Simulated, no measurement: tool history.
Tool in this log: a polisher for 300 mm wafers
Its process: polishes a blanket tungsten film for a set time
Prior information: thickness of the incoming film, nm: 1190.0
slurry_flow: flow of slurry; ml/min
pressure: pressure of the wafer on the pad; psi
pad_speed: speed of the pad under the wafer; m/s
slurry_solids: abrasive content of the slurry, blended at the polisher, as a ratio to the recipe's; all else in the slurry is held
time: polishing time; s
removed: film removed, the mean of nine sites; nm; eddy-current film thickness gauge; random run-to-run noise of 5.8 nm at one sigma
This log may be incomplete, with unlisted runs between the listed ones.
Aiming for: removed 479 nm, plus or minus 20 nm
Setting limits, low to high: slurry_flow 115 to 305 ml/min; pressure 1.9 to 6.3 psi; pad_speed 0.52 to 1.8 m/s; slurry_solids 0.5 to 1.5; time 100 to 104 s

{"run": 1, "hour": 0.0, "slurry_flow": 195, "pressure": 4.1, "pad_speed": 1.16, "slurry_solids": 1, "time": 100, "removed": 617.71}
{"run": 2, "hour": 3.8, "slurry_flow": 195, "pressure": 4.1, "pad_speed": 1.16, "slurry_solids": 1, "time": 100, "removed": 614.94}
{"run": 3, "hour": 9.3, "slurry_flow": 240, "pressure": 4.1, "pad_speed": 1.16, "slurry_solids": 1, "time": 100, "removed": 623.36}
{"run": 4, "hour": 12.4, "slurry_flow": 240, "pressure": 3.9, "pad_speed": 1.16, "slurry_solids": 1, "time": 100, "removed": 606.42}
{"run": 5, "hour": 15.8, "slurry_flow": 240, "pressure": 3.5, "pad_speed": 1.16, "slurry_solids": 1, "time": 100, "removed": 544.67}
{"run": 6, "hour": 21.4, "slurry_flow": 240, "pressure": 3.5, "pad_speed": 1.16, "slurry_solids": 1, "time": 100, "removed": 539.96}
{"run": 7, "hour": 22.1, "slurry_flow": 240, "pressure": 3.4, "pad_speed": 1.16, "slurry_solids": 1, "time": 100, "removed": 522.92}
{"run": 8, "hour": 30.8, "slurry_flow": 240, "pressure": 3.3, "pad_speed": 1.16, "slurry_solids": 1, "time": 100, "removed": 511.93}

Which one of the following 5 next-run settings gets every result inside its allowed miss? There is exactly one.
{"run": "A", "hour": 39.5, "slurry_flow": 235, "pressure": 3.5, "pad_speed": 1.28, "slurry_solids": 1.05, "time": 104, "removed": "?"}
{"run": "B", "hour": 39.5, "slurry_flow": 235, "pressure": 2.7, "pad_speed": 1.14, "slurry_solids": 1.15, "time": 100, "removed": "?"}
{"run": "C", "hour": 39.5, "slurry_flow": 225, "pressure": 3.2, "pad_speed": 1.26, "slurry_solids": 0.9, "time": 104, "removed": "?"}
{"run": "D", "hour": 39.5, "slurry_flow": 260, "pressure": 3.3, "pad_speed": 1.14, "slurry_solids": 1.2, "time": 100, "removed": "?"}
{"run": "E", "hour": 39.5, "slurry_flow": 240, "pressure": 2.9, "pad_speed": 1.2, "slurry_solids": 1, "time": 102, "removed": "?"}

move=A removed=622.24
move=B removed=436.16
move=C removed=541.32
move=D removed=535.57
move=E removed=480.37
A: further off than the last run
B: the result that was furthest off in the last run now lies on the other side of its target
C: further off than the last run
D: further off than the last run
E: in spec on every target
The move that meets every target is E.
